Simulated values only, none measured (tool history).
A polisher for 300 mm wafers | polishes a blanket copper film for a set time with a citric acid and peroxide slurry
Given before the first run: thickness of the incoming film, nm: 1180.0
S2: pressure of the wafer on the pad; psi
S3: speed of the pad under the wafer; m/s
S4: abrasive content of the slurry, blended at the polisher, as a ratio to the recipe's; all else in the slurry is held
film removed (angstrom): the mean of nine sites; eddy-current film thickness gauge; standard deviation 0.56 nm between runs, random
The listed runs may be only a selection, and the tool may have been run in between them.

Run 1, hour 0: flow of slurry (ml/min) 185, S2 2.4 psi, S3 1.22 m/s, S4 1, polishing time (s) 51. Result: film removed (angstrom) 981.98.
Run 2, hour 6.4: flow of slurry (ml/min) 180, S2 2.4 psi, S3 1.22 m/s, S4 1, polishing time (s) 51. Result: film removed (angstrom) 972.43.
Run 3, hour 10.8: flow of slurry (ml/min) 205, S2 2.4 psi, S3 1.22 m/s, S4 1, polishing time (s) 51. Result: film removed (angstrom) 996.83.
Run 4, hour 15.5: flow of slurry (ml/min) 205, S2 2.4 psi, S3 1.22 m/s, S4 1.2, polishing time (s) 51. Result: film removed (angstrom) 1041.9.
Run 5, hour 18.1: flow of slurry (ml/min) 200, S2 2.3 psi, S3 1.22 m/s, S4 1.2, polishing time (s) 51. Result: film removed (angstrom) 988.33.
Run 6, hour 21.8: flow of slurry (ml/min) 200, S2 2.3 psi, S3 1.22 m/s, S4 1.2, polishing time (s) 51. Result: film removed (angstrom) 999.28.
Run 7, hour 25.4: flow of slurry (ml/min) 195, S2 2.3 psi, S3 1.22 m/s, S4 1.2, polishing time (s) 51. Result: film removed (angstrom) 981.73.

What will run 8 give?
Run 8, hour 30: flow of slurry (ml/min) 195, S2 2.3 psi, S3 1.22 m/s, S4 1.2, polishing time (s) 51. Result: film removed (angstrom) ?.

film removed (angstrom): 993.73
